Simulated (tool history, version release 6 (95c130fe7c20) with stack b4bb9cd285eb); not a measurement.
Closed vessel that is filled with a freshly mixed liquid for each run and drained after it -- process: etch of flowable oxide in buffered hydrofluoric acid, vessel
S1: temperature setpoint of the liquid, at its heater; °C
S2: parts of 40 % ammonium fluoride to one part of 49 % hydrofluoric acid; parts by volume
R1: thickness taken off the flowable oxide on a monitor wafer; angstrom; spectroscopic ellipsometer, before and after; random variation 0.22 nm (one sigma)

run 1 hour=0 | S1=24 S2=11.5 time_in_the_liquid_(s)=35 | R1=669.35
run 2 hour=7.6 | S1=24 S2=11.5 time_in_the_liquid_(s)=30 | R1=570.15
run 3 hour=13.2 | S1=22.5 S2=11.5 time_in_the_liquid_(s)=30 | R1=521.95
run 4 hour=20.6 | S1=22.5 S2=11.5 time_in_the_liquid_(s)=30 | R1=525.2
run 5 hour=21.5 | S1=22 S2=11.5 time_in_the_liquid_(s)=30 | R1=512.25
run 6 hour=23.5 | S1=21.5 S2=11.5 time_in_the_liquid_(s)=30 | R1=492.27
run 7 hour=31.5 | S1=21 S2=11.5 time_in_the_liquid_(s)=30 | R1=486.23

Expected results for the next run?
run 8 hour=33.5 | S1=20.5 S2=11.5 time_in_the_liquid_(s)=30 | R1=?

For run 8 the tool returned R1 473.28 angstrom.
